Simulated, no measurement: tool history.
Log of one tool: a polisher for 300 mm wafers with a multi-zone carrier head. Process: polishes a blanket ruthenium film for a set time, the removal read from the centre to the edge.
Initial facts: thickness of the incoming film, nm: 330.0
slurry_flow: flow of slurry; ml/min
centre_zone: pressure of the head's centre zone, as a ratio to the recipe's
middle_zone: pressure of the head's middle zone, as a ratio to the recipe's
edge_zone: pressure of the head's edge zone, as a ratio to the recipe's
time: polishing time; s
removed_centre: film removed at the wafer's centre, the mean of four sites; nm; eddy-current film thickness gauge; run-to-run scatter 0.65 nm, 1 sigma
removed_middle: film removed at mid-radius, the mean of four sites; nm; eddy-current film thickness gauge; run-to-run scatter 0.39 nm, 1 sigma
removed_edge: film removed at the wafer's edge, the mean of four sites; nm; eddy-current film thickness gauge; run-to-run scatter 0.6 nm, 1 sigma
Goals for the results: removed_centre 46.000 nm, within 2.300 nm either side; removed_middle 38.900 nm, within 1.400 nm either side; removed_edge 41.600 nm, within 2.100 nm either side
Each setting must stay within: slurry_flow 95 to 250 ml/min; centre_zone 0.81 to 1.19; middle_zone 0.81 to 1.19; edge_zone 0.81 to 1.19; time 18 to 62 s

| run | day | slurry_flow | centre_zone | middle_zone | edge_zone | time | removed_centre | removed_middle | removed_edge |
|---|---|---|---|---|---|---|---|---|---|
| 1 | 0.000 | 160 | 1.00 | 1.00 | 1.00 | 40 | 48.132 | 46.561 | 47.413 |
| 2 | 0.167 | 160 | 1.00 | 1.00 | 1.00 | 32 | 38.960 | 37.407 | 38.175 |
| 3 | 0.262 | 160 | 1.04 | 1.00 | 1.00 | 32 | 37.892 | 37.465 | 38.333 |
| 4 | 0.450 | 160 | 1.09 | 1.00 | 1.00 | 32 | 39.042 | 36.982 | 39.362 |
| 5 | 0.612 | 165 | 1.10 | 0.99 | 0.98 | 32 | 41.574 | 37.170 | 37.954 |
| 6 | 0.883 | 165 | 1.05 | 0.99 | 0.98 | 32 | 39.830 | 37.821 | 38.136 |
| 7 | 1.246 | 170 | 1.06 | 0.98 | 0.98 | 32 | 40.348 | 36.800 | 38.281 |
| 8 | 1.604 | 175 | 1.07 | 0.98 | 0.98 | 32 | 41.391 | 37.602 | 39.213 |
| 9 | 1.729 | 180 | 1.07 | 0.98 | 0.98 | 32 | 40.599 | 37.847 | 38.266 |
| 10 | 1.996 | 180 | 1.08 | 0.97 | 0.98 | 32 | 41.244 | 37.008 | 38.002 |
| 11 | 2.204 | 210 | 1.12 | 0.96 | 1.06 | 34 | 45.917 | 40.204 | 43.500 |
| 12 | 2.350 | 210 | 1.12 | 0.96 | 1.05 | 34 | 46.815 | 40.223 | 42.737 |

Below are 4 possible settings for the next run. Only one of them brings all results inside the allowed miss of their targets. Which is it?
| A | 2.496 | 160 | 1.07 | 1.05 | 1.17 | 34 | ? | ? | ? |
| B | 2.496 | 215 | 1.09 | 1.03 | 1.04 | 34 | ? | ? | ? |
| C | 2.496 | 175 | 1.18 | 0.94 | 1.01 | 34 | ? | ? | ? |
| D | 2.496 | 250 | 1.11 | 0.95 | 0.93 | 36 | ? | ? | ? |

| move | removed_centre | removed_middle | removed_edge |
|---|---|---|---|
| A | 43.498 | 40.925 | 43.451 |
| B | 46.532 | 42.355 | 42.485 |
| C | 47.301 | 38.199 | 40.938 |
| D | 50.940 | 42.967 | 43.339 |
A: the biggest miss grows against the last run
B: the biggest miss grows against the last run
C: all results in spec
D: the biggest miss grows against the last run
C is the move that brings every result within its allowed miss.
